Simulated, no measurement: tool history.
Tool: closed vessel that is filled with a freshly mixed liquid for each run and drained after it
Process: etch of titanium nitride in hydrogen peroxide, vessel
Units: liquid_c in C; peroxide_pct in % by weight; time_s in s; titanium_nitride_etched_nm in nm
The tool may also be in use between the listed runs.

run,hour,liquid_c,peroxide_pct,time_s,titanium_nitride_etched_nm
1,0,50,15.5,350,11.58
2,4.7,47.5,15.5,350,9.7169
3,6.9,45.5,15.5,350,8.3976
4,14.5,45.5,12.5,350,8.1158
5,22.3,45.5,12.5,350,7.9509
6,31.5,44,12.5,350,7.2218
7,33.7,42.5,12.5,350,6.3127
8,37,41.5,12.5,350,5.9386

Forecast run 9:
9,39.5,41,12.5,350,?

titanium_nitride_etched_nm: 5.7058 nm
